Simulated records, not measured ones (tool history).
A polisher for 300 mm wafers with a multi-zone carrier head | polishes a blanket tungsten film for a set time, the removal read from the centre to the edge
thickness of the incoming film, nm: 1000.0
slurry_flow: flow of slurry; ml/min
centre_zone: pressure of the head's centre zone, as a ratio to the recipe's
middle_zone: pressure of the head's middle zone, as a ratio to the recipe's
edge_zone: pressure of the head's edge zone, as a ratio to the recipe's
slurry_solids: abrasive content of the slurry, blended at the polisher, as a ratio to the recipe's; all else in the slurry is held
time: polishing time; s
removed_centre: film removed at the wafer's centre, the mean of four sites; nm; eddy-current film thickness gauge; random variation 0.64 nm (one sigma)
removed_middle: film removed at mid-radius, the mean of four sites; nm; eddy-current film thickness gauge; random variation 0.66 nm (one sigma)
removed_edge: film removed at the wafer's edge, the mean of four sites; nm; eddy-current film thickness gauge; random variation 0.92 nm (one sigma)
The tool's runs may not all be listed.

run 1 hour=0.0 | slurry_flow=135 centre_zone=1.00 middle_zone=1.00 edge_zone=1.00 slurry_solids=1.00 time=41 | removed_centre=116.680 removed_middle=120.690 removed_edge=120.210
run 2 hour=4.2 | slurry_flow=135 centre_zone=1.00 middle_zone=1.00 edge_zone=1.00 slurry_solids=1.20 time=41 | removed_centre=123.110 removed_middle=127.060 removed_edge=124.620
run 3 hour=6.2 | slurry_flow=135 centre_zone=1.00 middle_zone=1.00 edge_zone=1.00 slurry_solids=1.10 time=41 | removed_centre=120.110 removed_middle=127.060 removed_edge=121.510
run 4 hour=12.9 | slurry_flow=135 centre_zone=1.00 middle_zone=1.00 edge_zone=1.08 slurry_solids=1.10 time=41 | removed_centre=121.170 removed_middle=125.980 removed_edge=125.230
run 5 hour=14.9 | slurry_flow=135 centre_zone=1.00 middle_zone=1.04 edge_zone=1.08 slurry_solids=1.10 time=41 | removed_centre=119.910 removed_middle=129.290 removed_edge=125.700
run 6 hour=15.6 | slurry_flow=125 centre_zone=0.96 middle_zone=1.02 edge_zone=1.05 slurry_solids=0.95 time=38 | removed_centre=102.540 removed_middle=112.810 removed_edge=109.350
run 7 hour=21.8 | slurry_flow=115 centre_zone=0.92 middle_zone=1.00 edge_zone=1.07 slurry_solids=0.85 time=36 | removed_centre=89.797 removed_middle=100.690 removed_edge=98.719
run 8 hour=26.5 | slurry_flow=80 centre_zone=0.82 middle_zone=0.95 edge_zone=1.17 slurry_solids=0.60 time=29 | removed_centre=52.019 removed_middle=65.837 removed_edge=74.264
run 9 hour=28.1 | slurry_flow=90 centre_zone=0.83 middle_zone=0.96 edge_zone=1.15 slurry_solids=0.60 time=29 | removed_centre=54.988 removed_middle=67.903 removed_edge=74.874
run 10 hour=36.5 | slurry_flow=125 centre_zone=0.85 middle_zone=1.01 edge_zone=1.10 slurry_solids=0.55 time=29 | removed_centre=61.423 removed_middle=77.339 removed_edge=77.130
run 11 hour=37.8 | slurry_flow=120 centre_zone=0.85 middle_zone=1.00 edge_zone=1.10 slurry_solids=0.55 time=29 | removed_centre=61.539 removed_middle=75.174 removed_edge=78.115

The next listed run, before its measurement:
run 12 hour=38.8 | slurry_flow=120 centre_zone=0.85 middle_zone=1.00 edge_zone=1.09 slurry_solids=0.55 time=29 | removed_centre=? removed_middle=? removed_edge=?

removed_centre: 61.955 nm
removed_middle: 76.725 nm
removed_edge: 75.076 nm
